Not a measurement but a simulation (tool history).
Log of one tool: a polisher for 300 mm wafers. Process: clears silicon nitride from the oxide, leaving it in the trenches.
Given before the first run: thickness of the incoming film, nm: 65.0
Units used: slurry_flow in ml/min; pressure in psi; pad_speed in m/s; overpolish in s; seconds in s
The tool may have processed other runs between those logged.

{"run": 1, "hour": 0.0, "slurry_flow": 160, "pressure": 2.3, "pad_speed": 1.08, "overpolish": 8, "seconds": 80.921}
{"run": 2, "hour": 1.3, "slurry_flow": 160, "pressure": 2.4, "pad_speed": 1.08, "overpolish": 8, "seconds": 73.646}
{"run": 3, "hour": 3.2, "slurry_flow": 160, "pressure": 2.4, "pad_speed": 0.96, "overpolish": 8, "seconds": 84.051}
{"run": 4, "hour": 4.9, "slurry_flow": 160, "pressure": 2.4, "pad_speed": 0.96, "overpolish": 8, "seconds": 83.479}
{"run": 5, "hour": 10.0, "slurry_flow": 160, "pressure": 2.5, "pad_speed": 0.96, "overpolish": 8, "seconds": 81.848}
{"run": 6, "hour": 14.9, "slurry_flow": 160, "pressure": 2.6, "pad_speed": 0.96, "overpolish": 8, "seconds": 77.718}
{"run": 7, "hour": 22.3, "slurry_flow": 165, "pressure": 3.2, "pad_speed": 1, "overpolish": 8, "seconds": 61.796}
{"run": 8, "hour": 27.0, "slurry_flow": 165, "pressure": 3.3, "pad_speed": 1.02, "overpolish": 8, "seconds": 58.767}
{"run": 9, "hour": 30.3, "slurry_flow": 165, "pressure": 3.5, "pad_speed": 1.06, "overpolish": 8, "seconds": 54.211}

The next listed run, before its measurement:
{"run": 10, "hour": 36.8, "slurry_flow": 165, "pressure": 3.5, "pad_speed": 1.06, "overpolish": 8, "seconds": "?"}

{"run 10": {"seconds": 54.406}}
